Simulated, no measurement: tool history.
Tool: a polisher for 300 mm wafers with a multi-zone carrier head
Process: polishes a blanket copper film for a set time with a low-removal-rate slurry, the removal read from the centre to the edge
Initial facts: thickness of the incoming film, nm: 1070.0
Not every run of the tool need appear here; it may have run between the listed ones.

run	hour	flow of slurry (ml/min)	pressure of the head's centre zone	pressure of the head's middle zone	pressure of the head's edge zone	abrasive content of the slurry	polishing time (s)	film removed at the wafer's centre (angstrom)	film removed at mid-radius (angstrom)	film removed at the wafer's edge (angstrom)
1	0.0	310	1.00	1.00	1.00	1.00	61	1689.4	1724.7	1655.9
2	6.7	310	1.00	1.05	1.00	1.00	61	1687.5	1782.1	1659.9
3	13.4	345	1.00	1.05	1.00	1.00	61	1694.6	1812.5	1679.8
4	14.4	345	1.00	1.05	1.00	1.00	71	1960.7	2062.0	1987.1
# hour 21.3: worn pad replaced by a new one
5	21.3	320	1.00	1.05	1.00	1.00	71	2074.0	2151.2	2033.7
6	25.1	325	1.01	1.03	1.03	1.05	72	2132.6	2257.7	2130.4
7	27.1	345	1.01	0.99	1.04	1.05	73	2180.6	2175.6	2154.2
8	30.9	355	1.00	0.96	1.06	1.05	73	2205.5	2176.1	2233.4

Forecast run 9:
9	36.0	355	1.00	0.96	1.06	1.05	73	?	?	?

film removed at the wafer's centre (angstrom): 2189.1
film removed at mid-radius (angstrom): 2091.2
film removed at the wafer's edge (angstrom): 2219.8

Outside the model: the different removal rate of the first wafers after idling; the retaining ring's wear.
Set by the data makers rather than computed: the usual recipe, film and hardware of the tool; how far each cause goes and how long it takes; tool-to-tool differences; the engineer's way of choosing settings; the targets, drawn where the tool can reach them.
